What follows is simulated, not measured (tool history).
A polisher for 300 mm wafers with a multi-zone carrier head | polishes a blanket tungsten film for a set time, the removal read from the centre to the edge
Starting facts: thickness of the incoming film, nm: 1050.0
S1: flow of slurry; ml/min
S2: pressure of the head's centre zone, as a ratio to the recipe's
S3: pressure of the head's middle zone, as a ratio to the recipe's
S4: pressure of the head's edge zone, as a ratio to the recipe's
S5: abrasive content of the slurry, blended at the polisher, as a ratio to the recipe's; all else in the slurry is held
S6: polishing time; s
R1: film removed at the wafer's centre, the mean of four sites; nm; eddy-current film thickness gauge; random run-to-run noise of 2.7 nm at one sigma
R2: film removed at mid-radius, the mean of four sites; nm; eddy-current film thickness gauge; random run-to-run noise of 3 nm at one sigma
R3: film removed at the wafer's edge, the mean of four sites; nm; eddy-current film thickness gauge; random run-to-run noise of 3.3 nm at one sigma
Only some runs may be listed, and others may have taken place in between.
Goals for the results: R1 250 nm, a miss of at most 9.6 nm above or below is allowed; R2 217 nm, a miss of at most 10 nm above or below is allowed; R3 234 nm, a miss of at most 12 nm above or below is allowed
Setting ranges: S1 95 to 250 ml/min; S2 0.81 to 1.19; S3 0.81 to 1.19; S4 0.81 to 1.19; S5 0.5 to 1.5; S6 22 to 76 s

run	hour	S1	S2	S3	S4	S5	S6	R1	R2	R3
1	0	160	1	1	1	1	49	266.03	271.14	261.31
2	3.3	185	1	1	1	1	49	268.98	272.82	268.13
3	11.5	180	1.01	0.96	0.98	0.95	49	263.64	262.39	257.51
4	19.6	180	1.03	0.92	0.98	0.9	49	266.53	247.41	259.67
5	26.2	160	1.03	0.92	0.98	0.9	49	257.09	244.69	257.66
# hour 34.5: worn pad replaced by a new one
6	34.5	160	1.03	0.92	1.04	0.9	49	291.15	275.63	294.18
7	35.4	160	1.04	0.91	1.01	0.9	49	295.68	271.29	289.41
8	39.2	165	1.04	0.89	0.98	0.95	48	300.02	269.97	287.01
9	47.8	160	1.04	0.87	0.94	0.9	48	291.26	259.9	273.21
10	48.5	160	1.04	0.87	0.94	0.9	48	289.58	253.68	274.62
11	57	160	1.03	0.86	0.91	0.85	48	286.97	256.46	264.69
12	63.6	160	1.05	0.87	0.93	0.75	47	272.51	240.58	251.23

Next run, 5 choices. One meets every target within its allowed miss, the rest don't. Which?
A	70.2	170	1.02	0.83	0.87	0.8	43	?	?	?
B	70.2	155	0.89	0.97	0.99	0.85	48	?	?	?
C	70.2	155	1.12	1.03	0.81	0.65	52	?	?	?
D	70.2	140	0.86	0.99	0.85	0.65	53	?	?	?
E	70.2	195	1.19	1.02	0.81	0.95	43	?	?	?

move	R1	R2	R3
A	251.56	222.34	231.1
B	251.91	283.37	271.91
C	302.81	296.58	251.73
D	243.54	287.16	257.47
E	308.93	283.89	240.66
A: all results in spec
B: further off than the last run
C: further off than the last run
D: further off than the last run
E: further off than the last run
Correct choice: A, which meets every target

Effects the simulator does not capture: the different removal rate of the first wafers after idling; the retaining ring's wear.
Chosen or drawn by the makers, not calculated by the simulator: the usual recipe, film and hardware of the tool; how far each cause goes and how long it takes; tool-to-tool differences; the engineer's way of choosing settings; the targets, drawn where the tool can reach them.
